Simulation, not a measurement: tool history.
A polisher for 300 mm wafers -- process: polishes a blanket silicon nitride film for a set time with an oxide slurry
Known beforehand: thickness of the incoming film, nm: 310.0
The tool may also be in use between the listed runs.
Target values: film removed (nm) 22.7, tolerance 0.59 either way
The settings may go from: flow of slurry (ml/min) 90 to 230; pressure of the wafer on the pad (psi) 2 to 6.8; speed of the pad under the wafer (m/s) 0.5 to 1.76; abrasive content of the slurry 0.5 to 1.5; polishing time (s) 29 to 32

| run | day | flow of slurry (ml/min) | pressure of the wafer on the pad (psi) | speed of the pad under the wafer (m/s) | abrasive content of the slurry | polishing time (s) | film removed (nm) |
|---|---|---|---|---|---|---|---|
| 1 | 0 | 150 | 4.4 | 1.12 | 1 | 32 | 27.535 |
| 2 | 0.225 | 145 | 4.3 | 1.12 | 1 | 32 | 27.183 |
| 3 | 0.6 | 145 | 4.1 | 1.12 | 1 | 32 | 26.192 |
| 4 | 0.675 | 145 | 4 | 1.12 | 1 | 32 | 25.936 |
| 5 | 0.962 | 145 | 3.9 | 1.12 | 1 | 32 | 25.329 |
| 6 | 1.021 | 145 | 3.8 | 1.12 | 1 | 32 | 24.976 |
| 7 | 1.05 | 145 | 3.7 | 1.12 | 1 | 32 | 24.74 |
| 8 | 1.317 | 140 | 3.6 | 1.12 | 1 | 32 | 24.019 |

5 next moves are on the table. One of them brings every result within its allowed miss. Which?
| A | 1.583 | 90 | 2.9 | 1.6 | 1 | 29 | ? |
| B | 1.583 | 125 | 2.6 | 1.2 | 1.05 | 32 | ? |
| C | 1.583 | 155 | 3.6 | 1.08 | 0.95 | 30 | ? |
| D | 1.583 | 150 | 3.9 | 1.14 | 0.9 | 31 | ? |
| E | 1.583 | 135 | 3.5 | 1.24 | 1 | 30 | ? |

| move | film removed (nm) |
|---|---|
| A | 22.629 |
| B | 21.04 |
| C | 21.629 |
| D | 23.728 |
| E | 23.65 |
A: all results in spec
B: pushes the last run's worst result past its target
C: pushes the last run's worst result past its target
D: better than the last run, though not everything is in spec
E: better than the last run, though not everything is in spec
Correct choice: A, which meets every target
